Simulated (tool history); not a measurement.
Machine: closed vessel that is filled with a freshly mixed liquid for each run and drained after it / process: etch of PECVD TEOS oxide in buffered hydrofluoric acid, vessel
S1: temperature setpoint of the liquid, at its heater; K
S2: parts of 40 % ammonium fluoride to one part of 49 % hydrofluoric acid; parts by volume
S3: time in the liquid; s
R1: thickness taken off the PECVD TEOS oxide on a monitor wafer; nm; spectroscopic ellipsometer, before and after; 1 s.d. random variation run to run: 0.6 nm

Run 1, hour 0.0: S1 296.15 K, S2 14 parts by volume, S3 100 s. Result: R1 88.094 nm.
Run 2, hour 2.7: S1 294.65 K, S2 14 parts by volume, S3 100 s. Result: R1 80.748 nm.
Run 3, hour 9.4: S1 293.65 K, S2 14 parts by volume, S3 100 s. Result: R1 76.996 nm.
Run 4, hour 18.1: S1 296.15 K, S2 14 parts by volume, S3 100 s. Result: R1 88.227 nm.
Run 5, hour 21.0: S1 294.65 K, S2 14 parts by volume, S3 100 s. Result: R1 81.005 nm.
Run 6, hour 23.0: S1 294.65 K, S2 14 parts by volume, S3 100 s. Result: R1 81.036 nm.
Run 7, hour 29.6: S1 293.15 K, S2 14 parts by volume, S3 100 s. Result: R1 73.572 nm.
Run 8, hour 32.4: S1 292.65 K, S2 14 parts by volume, S3 100 s. Result: R1 72.870 nm.

Forecast run 9:
Run 9, hour 34.3: S1 292.15 K, S2 14 parts by volume, S3 100 s. Result: R1 ?.

{"run 9": {"R1": 69.146}}
